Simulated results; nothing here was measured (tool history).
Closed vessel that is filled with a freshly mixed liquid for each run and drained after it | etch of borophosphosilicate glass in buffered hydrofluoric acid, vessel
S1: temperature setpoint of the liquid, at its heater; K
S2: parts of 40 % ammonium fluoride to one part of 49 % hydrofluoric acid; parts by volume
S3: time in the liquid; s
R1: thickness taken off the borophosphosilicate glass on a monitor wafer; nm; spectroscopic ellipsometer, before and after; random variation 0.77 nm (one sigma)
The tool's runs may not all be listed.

{"run": 1, "day": 0.0, "S1": 295.15, "S2": 10.0, "S3": 30, "R1": 58.901}
{"run": 2, "day": 0.229, "S1": 297.65, "S2": 9.5, "S3": 30, "R1": 69.769}
{"run": 3, "day": 0.254, "S1": 299.65, "S2": 9.5, "S3": 30, "R1": 77.521}
{"run": 4, "day": 0.342, "S1": 298.15, "S2": 9.5, "S3": 30, "R1": 71.592}
{"run": 5, "day": 0.483, "S1": 298.15, "S2": 11.5, "S3": 30, "R1": 60.578}
{"run": 6, "day": 0.579, "S1": 299.65, "S2": 10.5, "S3": 30, "R1": 70.63}
{"run": 7, "day": 0.629, "S1": 300.65, "S2": 10.0, "S3": 30, "R1": 80.016}
{"run": 8, "day": 0.896, "S1": 301.15, "S2": 9.5, "S3": 30, "R1": 82.629}
{"run": 9, "day": 1.104, "S1": 301.65, "S2": 9.0, "S3": 30, "R1": 88.661}
{"run": 10, "day": 1.288, "S1": 302.15, "S2": 9.0, "S3": 30, "R1": 91.218}

Forecast run 11:
{"run": 11, "day": 1.504, "S1": 302.65, "S2": 9.0, "S3": 30, "R1": "?"}

R1: 93.581 nm
